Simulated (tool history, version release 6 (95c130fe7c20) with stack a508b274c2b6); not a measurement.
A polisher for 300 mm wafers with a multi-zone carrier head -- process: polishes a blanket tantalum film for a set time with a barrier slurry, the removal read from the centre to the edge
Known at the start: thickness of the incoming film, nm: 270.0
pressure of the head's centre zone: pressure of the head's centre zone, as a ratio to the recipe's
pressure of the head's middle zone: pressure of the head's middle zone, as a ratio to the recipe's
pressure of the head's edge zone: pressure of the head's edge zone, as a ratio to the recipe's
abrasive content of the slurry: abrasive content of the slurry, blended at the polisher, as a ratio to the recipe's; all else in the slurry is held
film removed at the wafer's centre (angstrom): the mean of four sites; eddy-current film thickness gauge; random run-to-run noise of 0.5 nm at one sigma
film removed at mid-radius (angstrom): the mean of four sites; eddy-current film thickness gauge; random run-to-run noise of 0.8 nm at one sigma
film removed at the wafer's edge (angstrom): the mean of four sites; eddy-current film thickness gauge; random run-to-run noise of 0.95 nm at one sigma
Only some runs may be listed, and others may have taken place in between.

| run | hour | flow of slurry (ml/min) | pressure of the head's centre zone | pressure of the head's middle zone | pressure of the head's edge zone | abrasive content of the slurry | polishing time (s) | film removed at the wafer's centre (angstrom) | film removed at mid-radius (angstrom) | film removed at the wafer's edge (angstrom) |
|---|---|---|---|---|---|---|---|---|---|---|
| 1 | 0.0 | 120 | 1.00 | 1.00 | 1.00 | 1.00 | 53 | 1057.20 | 1171.10 | 1111.10 |
| 2 | 5.7 | 115 | 0.98 | 0.99 | 0.94 | 0.85 | 51 | 958.26 | 1060.30 | 1002.00 |
| 3 | 6.6 | 115 | 0.98 | 0.99 | 0.91 | 0.85 | 51 | 952.83 | 1055.70 | 973.51 |
| 4 | 13.4 | 110 | 0.97 | 0.99 | 0.88 | 0.75 | 49 | 878.71 | 968.87 | 882.09 |
| 5 | 14.9 | 110 | 0.97 | 0.99 | 0.82 | 0.75 | 49 | 868.46 | 972.74 | 877.14 |
| 6 | 21.0 | 100 | 0.96 | 0.99 | 0.82 | 0.65 | 49 | 811.65 | 915.48 | 826.10 |

Expected results for the next run?
| 7 | 26.7 | 95 | 0.96 | 0.99 | 0.82 | 0.60 | 49 | ? | ? | ? |

{"run 7": {"film removed at the wafer's centre (angstrom)": 767.18, "film removed at mid-radius (angstrom)": 880.44, "film removed at the wafer's edge (angstrom)": 794.28}}

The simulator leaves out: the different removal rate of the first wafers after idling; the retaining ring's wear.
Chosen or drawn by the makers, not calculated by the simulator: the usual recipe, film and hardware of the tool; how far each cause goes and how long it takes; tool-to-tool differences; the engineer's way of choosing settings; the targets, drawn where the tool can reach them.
